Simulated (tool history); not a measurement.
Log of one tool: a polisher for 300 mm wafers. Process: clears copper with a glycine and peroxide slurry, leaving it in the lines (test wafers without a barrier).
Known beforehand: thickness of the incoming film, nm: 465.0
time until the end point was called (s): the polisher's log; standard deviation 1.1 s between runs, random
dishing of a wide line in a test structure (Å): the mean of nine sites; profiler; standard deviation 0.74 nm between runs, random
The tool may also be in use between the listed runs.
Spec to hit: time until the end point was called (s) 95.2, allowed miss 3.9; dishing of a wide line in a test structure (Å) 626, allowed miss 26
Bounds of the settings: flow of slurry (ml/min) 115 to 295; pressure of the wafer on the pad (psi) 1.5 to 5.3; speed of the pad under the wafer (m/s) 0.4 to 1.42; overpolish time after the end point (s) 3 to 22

run,hour,flow of slurry (ml/min),pressure of the wafer on the pad (psi),speed of the pad under the wafer (m/s),overpolish time after the end point (s),time until the end point was called (s),dishing of a wide line in a test structure (Å)
1,0,190,3.4,0.9,11,74.42,503.23
2,5.5,190,3.3,0.9,12,75.307,523.26
3,8.4,190,3.2,0.9,13,76.622,547.6
4,12.1,190,3.1,0.9,14,79.255,561.11
5,16.4,190,3,0.9,15,82.264,586.94
6,20.8,190,3,0.78,15,88.025,541.5
7,22.2,180,2.8,0.78,17,92.994,574.05
8,24.5,180,2.7,0.78,18,95.805,594.26
9,26.5,185,2.7,0.78,18,96.264,592.62

Consider the 4 candidate settings below. Which is the only one whose results all fall within their allowed miss of target?
A,28.5,180,3.7,0.44,20,?,?
B,28.5,215,2.7,0.78,19,?,?
C,28.5,185,2.7,0.78,21,?,?
D,28.5,190,2.8,0.72,22,?,?

move,time until the end point was called (s),dishing of a wide line in a test structure (Å)
A,93.387,663.17
B,93.379,626.5
C,95.394,666.19
D,95.618,691.14
A: the result that was furthest off in the last run now lies on the other side of its target
B: all results in spec
C: the result that was furthest off in the last run now lies on the other side of its target
D: the result that was furthest off in the last run now lies on the other side of its target
Go with B: it meets all targets.
